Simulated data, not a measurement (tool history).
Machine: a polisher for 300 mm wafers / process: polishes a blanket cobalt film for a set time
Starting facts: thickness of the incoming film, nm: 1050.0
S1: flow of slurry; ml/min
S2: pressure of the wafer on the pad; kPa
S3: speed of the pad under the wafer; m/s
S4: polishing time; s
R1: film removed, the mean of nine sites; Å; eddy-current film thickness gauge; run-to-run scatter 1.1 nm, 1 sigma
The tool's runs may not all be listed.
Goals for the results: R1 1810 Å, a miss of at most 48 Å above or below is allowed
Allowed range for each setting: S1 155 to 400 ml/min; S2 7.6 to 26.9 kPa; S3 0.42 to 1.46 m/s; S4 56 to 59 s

| run | hour | S1 | S2 | S3 | S4 | R1 |
|---|---|---|---|---|---|---|
| 1 | 0 | 255 | 17.2 | 0.94 | 56 | 2762.9 |
| 2 | 7.3 | 250 | 15.2 | 0.94 | 56 | 2531.8 |
| 3 | 13 | 250 | 13.1 | 0.94 | 56 | 2303.3 |
| 4 | 20.9 | 250 | 11.7 | 0.94 | 56 | 2153.9 |
| 5 | 25.7 | 250 | 11.7 | 0.94 | 59 | 2236 |
| 6 | 28.7 | 250 | 11.7 | 0.94 | 59 | 2257.8 |
| 7 | 36.6 | 250 | 10.3 | 0.94 | 59 | 2085.7 |
| 8 | 38.5 | 250 | 10.3 | 0.94 | 59 | 2078.9 |
| 9 | 47.2 | 250 | 9.7 | 0.94 | 59 | 1982.4 |
| 10 | 49.6 | 250 | 9 | 0.94 | 59 | 1905.3 |
| 11 | 56.1 | 250 | 9 | 0.94 | 59 | 1926.1 |

5 candidate next runs follow, results not yet known. Just one meets every target within its allowed miss. Identify it.
| A | 62.6 | 230 | 7.6 | 1.02 | 56 | ? |
| B | 62.6 | 255 | 8.3 | 0.92 | 56 | ? |
| C | 62.6 | 235 | 9.7 | 0.84 | 58 | ? |
| D | 62.6 | 245 | 8.3 | 0.9 | 56 | ? |
| E | 62.6 | 260 | 9 | 0.82 | 57 | ? |

| move | R1 |
|---|---|
| A | 1735.1 |
| B | 1711.7 |
| C | 1807.3 |
| D | 1679.4 |
| E | 1690.7 |
A: pushes the last run's worst result past its target
B: pushes the last run's worst result past its target
C: every result lands within tolerance
D: pushes the last run's worst result past its target
E: pushes the last run's worst result past its target
Go with C: it meets all targets.
